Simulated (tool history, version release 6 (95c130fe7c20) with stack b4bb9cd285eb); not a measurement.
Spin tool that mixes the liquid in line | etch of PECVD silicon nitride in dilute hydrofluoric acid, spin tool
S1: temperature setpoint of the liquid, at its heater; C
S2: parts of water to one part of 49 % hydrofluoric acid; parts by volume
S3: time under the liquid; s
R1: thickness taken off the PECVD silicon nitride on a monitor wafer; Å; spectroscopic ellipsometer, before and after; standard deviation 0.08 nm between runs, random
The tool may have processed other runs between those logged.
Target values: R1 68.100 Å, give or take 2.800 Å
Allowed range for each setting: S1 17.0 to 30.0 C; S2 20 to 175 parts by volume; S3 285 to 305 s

Run 1, hour 0.0: S1 22.0 C, S2 95 parts by volume, S3 285 s. Result: R1 46.708 Å.
Run 2, hour 8.1: S1 25.0 C, S2 95 parts by volume, S3 285 s. Result: R1 56.473 Å.
Run 3, hour 14.8: S1 25.5 C, S2 95 parts by volume, S3 285 s. Result: R1 59.518 Å.
Run 4, hour 20.5: S1 23.0 C, S2 95 parts by volume, S3 285 s. Result: R1 49.813 Å.
Run 5, hour 21.5: S1 23.5 C, S2 95 parts by volume, S3 285 s. Result: R1 51.198 Å.
Run 6, hour 25.3: S1 25.0 C, S2 95 parts by volume, S3 285 s. Result: R1 56.466 Å.
Run 7, hour 27.6: S1 25.5 C, S2 95 parts by volume, S3 285 s. Result: R1 58.205 Å.
Run 8, hour 28.8: S1 26.0 C, S2 95 parts by volume, S3 285 s. Result: R1 60.011 Å.
Run 9, hour 31.6: S1 26.5 C, S2 95 parts by volume, S3 285 s. Result: R1 62.378 Å.

Exercise: of the 4 proposed moves below, exactly one satisfies all targets within the stated allowed misses. Which move is it?
Run A, hour 34.4: S1 26.0 C, S2 90 parts by volume, S3 300 s. Result: R1 ?.
Run B, hour 34.4: S1 28.5 C, S2 95 parts by volume, S3 300 s. Result: R1 ?.
Run C, hour 34.4: S1 27.5 C, S2 90 parts by volume, S3 300 s. Result: R1 ?.
Run D, hour 34.4: S1 26.0 C, S2 85 parts by volume, S3 305 s. Result: R1 ?.

move      R1
   A  69.199
   B  77.029
   C  76.258
   D  74.455
A: every result lands within tolerance
B: moves the result that the last run missed by most past its target, out the other side
C: moves the result that the last run missed by most past its target, out the other side
D: moves the result that the last run missed by most past its target, out the other side
Go with A: it meets all targets.

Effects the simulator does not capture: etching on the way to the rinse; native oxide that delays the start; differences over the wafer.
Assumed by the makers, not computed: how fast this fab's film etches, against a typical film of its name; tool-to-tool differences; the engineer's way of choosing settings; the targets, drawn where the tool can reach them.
